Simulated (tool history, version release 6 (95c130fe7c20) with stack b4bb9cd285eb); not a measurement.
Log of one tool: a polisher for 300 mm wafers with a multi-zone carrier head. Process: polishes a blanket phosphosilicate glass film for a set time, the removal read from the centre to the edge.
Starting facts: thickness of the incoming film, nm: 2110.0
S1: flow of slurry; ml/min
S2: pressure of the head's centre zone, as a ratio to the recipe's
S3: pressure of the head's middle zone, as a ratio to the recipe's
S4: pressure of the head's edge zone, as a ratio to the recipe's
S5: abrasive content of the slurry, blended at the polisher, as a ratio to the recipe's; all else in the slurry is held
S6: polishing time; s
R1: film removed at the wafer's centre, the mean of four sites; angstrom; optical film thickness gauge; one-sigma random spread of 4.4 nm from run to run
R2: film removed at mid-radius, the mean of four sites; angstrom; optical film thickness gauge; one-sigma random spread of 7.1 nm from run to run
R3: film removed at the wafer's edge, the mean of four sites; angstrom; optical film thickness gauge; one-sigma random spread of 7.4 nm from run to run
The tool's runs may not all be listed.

{"run": 1, "hour": 0.0, "S1": 165, "S2": 1, "S3": 1, "S4": 1, "S5": 1, "S6": 38, "R1": 4176.4, "R2": 4029.7, "R3": 4293.9}
{"run": 2, "hour": 4.4, "S1": 170, "S2": 1.01, "S3": 1.01, "S4": 1.03, "S5": 1.05, "S6": 38, "R1": 4343.1, "R2": 4254.9, "R3": 4455.6}
{"run": 3, "hour": 11.1, "S1": 175, "S2": 1.01, "S3": 1, "S4": 1.05, "S5": 1.1, "S6": 38, "R1": 4392.3, "R2": 4361.7, "R3": 4650.4}
{"run": 4, "hour": 14.1, "S1": 175, "S2": 1.01, "S3": 1, "S4": 1.05, "S5": 1.1, "S6": 30, "R1": 3498.1, "R2": 3490.9, "R3": 3712.6}
{"run": 5, "hour": 20.7, "S1": 175, "S2": 1.01, "S3": 0.94, "S4": 1.05, "S5": 1.1, "S6": 30, "R1": 3445.7, "R2": 3216.1, "R3": 3658.4}
{"hour": 29.7, "done": "edge zone pressure recalibrated"}
{"run": 6, "hour": 29.7, "S1": 175, "S2": 1.03, "S3": 0.95, "S4": 1.07, "S5": 1.2, "S6": 31, "R1": 3738.4, "R2": 3424.1, "R3": 3733.3}

Estimate the outcome of run 7 from the log above:
{"run": 7, "hour": 31.3, "S1": 200, "S2": 0.93, "S3": 0.89, "S4": 1.11, "S5": 1.45, "S6": 41, "R1": "?", "R2": "?", "R3": "?"}

R1: 4917 angstrom
R2: 4745.6 angstrom
R3: 5418.7 angstrom

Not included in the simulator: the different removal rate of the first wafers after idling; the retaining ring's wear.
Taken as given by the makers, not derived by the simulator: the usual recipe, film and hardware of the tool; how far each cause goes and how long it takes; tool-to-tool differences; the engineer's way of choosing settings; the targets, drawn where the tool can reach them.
